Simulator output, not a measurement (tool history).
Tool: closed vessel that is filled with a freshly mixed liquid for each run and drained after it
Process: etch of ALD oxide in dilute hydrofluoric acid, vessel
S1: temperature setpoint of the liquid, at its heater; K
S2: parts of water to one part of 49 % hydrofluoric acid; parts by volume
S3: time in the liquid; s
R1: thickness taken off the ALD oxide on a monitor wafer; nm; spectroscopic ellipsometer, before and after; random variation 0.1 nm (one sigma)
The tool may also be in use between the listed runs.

run,day,S1,S2,S3,R1
1,0.000,298.15,170,305,15.9830
2,0.288,296.65,175,305,14.3800
3,0.521,295.15,175,305,13.4400
4,0.862,294.15,175,305,13.3590
5,0.896,296.15,175,305,14.1180
6,1.125,294.65,180,305,13.0530
7,1.400,293.65,185,305,11.8810
8,1.629,293.15,185,305,11.6870
9,1.896,292.65,185,305,11.8000
10,2.254,292.15,185,305,11.6640

Forecast run 11:
11,2.462,290.15,195,305,?

R1: 9.9325 nm
